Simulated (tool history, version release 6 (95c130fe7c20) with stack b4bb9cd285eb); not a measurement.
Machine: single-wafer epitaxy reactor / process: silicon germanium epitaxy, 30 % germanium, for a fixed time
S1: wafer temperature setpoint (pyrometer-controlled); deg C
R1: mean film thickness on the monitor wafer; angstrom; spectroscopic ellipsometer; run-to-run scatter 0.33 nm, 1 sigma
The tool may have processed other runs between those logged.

Run 1, hour 0: S1 605 deg C, chamber pressure (Torr) 21.4. Result: R1 610.64 angstrom.
Run 2, hour 2.1: S1 610 deg C, chamber pressure (Torr) 21.6. Result: R1 679.32 angstrom.
Run 3, hour 5.8: S1 602 deg C, chamber pressure (Torr) 21.6. Result: R1 580.05 angstrom.
Run 4, hour 12.4: S1 607 deg C, chamber pressure (Torr) 21.8. Result: R1 649.11 angstrom.
Run 5, hour 20: S1 610 deg C, chamber pressure (Torr) 21.9. Result: R1 689.78 angstrom.
Run 6, hour 25.4: S1 612 deg C, chamber pressure (Torr) 22. Result: R1 712.49 angstrom.
Run 7, hour 33.3: S1 614 deg C, chamber pressure (Torr) 22.1. Result: R1 746.32 angstrom.
Run 8, hour 35.4: S1 615 deg C, chamber pressure (Torr) 22.1. Result: R1 764.13 angstrom.

What will run 9 give?
Run 9, hour 37.7: S1 620 deg C, chamber pressure (Torr) 22.3. Result: R1 ?.

Run 9 yielded R1 843.69 angstrom.

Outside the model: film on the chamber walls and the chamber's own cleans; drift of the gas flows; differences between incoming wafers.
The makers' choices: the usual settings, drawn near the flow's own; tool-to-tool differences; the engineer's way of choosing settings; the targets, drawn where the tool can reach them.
